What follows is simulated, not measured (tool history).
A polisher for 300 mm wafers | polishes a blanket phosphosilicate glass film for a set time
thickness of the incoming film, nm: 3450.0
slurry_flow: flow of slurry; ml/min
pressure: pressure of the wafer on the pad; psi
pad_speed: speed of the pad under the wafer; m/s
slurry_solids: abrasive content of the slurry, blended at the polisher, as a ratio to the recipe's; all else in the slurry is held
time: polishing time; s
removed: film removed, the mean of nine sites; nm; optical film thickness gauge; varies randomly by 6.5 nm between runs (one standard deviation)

{"run": 1, "day": 0.0, "slurry_flow": 230, "pressure": 2.7, "pad_speed": 1.1, "slurry_solids": 1, "time": 69, "removed": 551.74}
{"run": 2, "day": 0.338, "slurry_flow": 180, "pressure": 2.7, "pad_speed": 1.1, "slurry_solids": 1, "time": 69, "removed": 526.94}
{"run": 3, "day": 0.483, "slurry_flow": 180, "pressure": 2.4, "pad_speed": 1.1, "slurry_solids": 1, "time": 69, "removed": 482.3}
{"run": 4, "day": 0.562, "slurry_flow": 180, "pressure": 1.8, "pad_speed": 1.1, "slurry_solids": 1, "time": 69, "removed": 398.27}
{"run": 5, "day": 0.754, "slurry_flow": 180, "pressure": 1.4, "pad_speed": 1.1, "slurry_solids": 1, "time": 69, "removed": 333.82}
{"run": 6, "day": 1.104, "slurry_flow": 180, "pressure": 1.9, "pad_speed": 1.12, "slurry_solids": 1, "time": 69, "removed": 410.51}
{"run": 7, "day": 1.433, "slurry_flow": 185, "pressure": 2.3, "pad_speed": 1.12, "slurry_solids": 1, "time": 69, "removed": 469.08}
{"run": 8, "day": 1.692, "slurry_flow": 195, "pressure": 2.6, "pad_speed": 1.12, "slurry_solids": 1, "time": 69, "removed": 517.55}

Expected results for the next run?
{"run": 9, "day": 1.971, "slurry_flow": 195, "pressure": 3.3, "pad_speed": 1.14, "slurry_solids": 1, "time": 69, "removed": "?"}

removed: 635.95 nm
